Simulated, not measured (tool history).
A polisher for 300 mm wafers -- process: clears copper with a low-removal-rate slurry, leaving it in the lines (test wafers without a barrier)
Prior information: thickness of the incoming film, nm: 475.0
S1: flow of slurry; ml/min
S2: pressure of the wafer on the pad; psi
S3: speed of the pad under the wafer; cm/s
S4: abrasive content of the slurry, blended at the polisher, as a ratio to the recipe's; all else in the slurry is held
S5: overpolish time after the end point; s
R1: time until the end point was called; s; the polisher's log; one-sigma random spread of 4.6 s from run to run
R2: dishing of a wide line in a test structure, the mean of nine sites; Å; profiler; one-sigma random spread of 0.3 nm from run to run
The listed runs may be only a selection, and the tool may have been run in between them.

| run | day | S1 | S2 | S3 | S4 | S5 | R1 | R2 |
|---|---|---|---|---|---|---|---|---|
| 1 | 0.000 | 255 | 2.5 | 132 | 1.0 | 11 | 166.78 | 221.32 |
| 2 | 0.333 | 200 | 2.5 | 132 | 1.0 | 11 | 170.05 | 212.00 |
| 3 | 0.496 | 200 | 2.3 | 132 | 1.0 | 12 | 185.82 | 215.55 |
| 4 | 0.683 | 200 | 2.1 | 132 | 1.0 | 13 | 203.15 | 215.97 |
| 5 | 0.833 | 200 | 2.1 | 132 | 0.8 | 13 | 215.77 | 201.16 |
| 6 | 0.883 | 200 | 2.0 | 132 | 0.8 | 14 | 231.36 | 209.48 |
| 7 | 1.025 | 200 | 1.9 | 132 | 0.8 | 15 | 232.47 | 209.76 |
| 8 | 1.238 | 195 | 1.6 | 120 | 0.8 | 20 | 299.71 | 218.49 |

Run 9 comes next. What will it give?
| 9 | 1.412 | 195 | 1.7 | 120 | 0.8 | 20 | ? | ? |

R1: 283.47 s
R2: 227.37 Å

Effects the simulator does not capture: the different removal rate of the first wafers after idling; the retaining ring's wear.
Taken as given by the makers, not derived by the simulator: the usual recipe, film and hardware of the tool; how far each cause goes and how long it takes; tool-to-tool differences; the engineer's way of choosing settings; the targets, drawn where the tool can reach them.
